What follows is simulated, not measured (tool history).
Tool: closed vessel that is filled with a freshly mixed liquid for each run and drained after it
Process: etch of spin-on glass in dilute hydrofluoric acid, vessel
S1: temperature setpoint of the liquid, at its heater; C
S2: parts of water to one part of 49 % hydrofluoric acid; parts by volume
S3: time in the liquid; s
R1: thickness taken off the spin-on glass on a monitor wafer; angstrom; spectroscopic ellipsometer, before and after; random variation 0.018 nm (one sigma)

run    day  S1   S2  S3      R1
  1      0  23  295  35  39.109
  2  0.371  23  360  35  30.222
  3  0.508  22  365  35  28.798
  4  0.679  22  305  35  36.044
  5  0.721  22  225  35  53.744
  6  0.796  19  225  35  48.396
  7  0.821  19  245  35   42.27

Run 8 is up next; what results do you expect?
  8  0.946  18.5  260  35   ?

Logged for run 8: R1 39.253 angstrom.

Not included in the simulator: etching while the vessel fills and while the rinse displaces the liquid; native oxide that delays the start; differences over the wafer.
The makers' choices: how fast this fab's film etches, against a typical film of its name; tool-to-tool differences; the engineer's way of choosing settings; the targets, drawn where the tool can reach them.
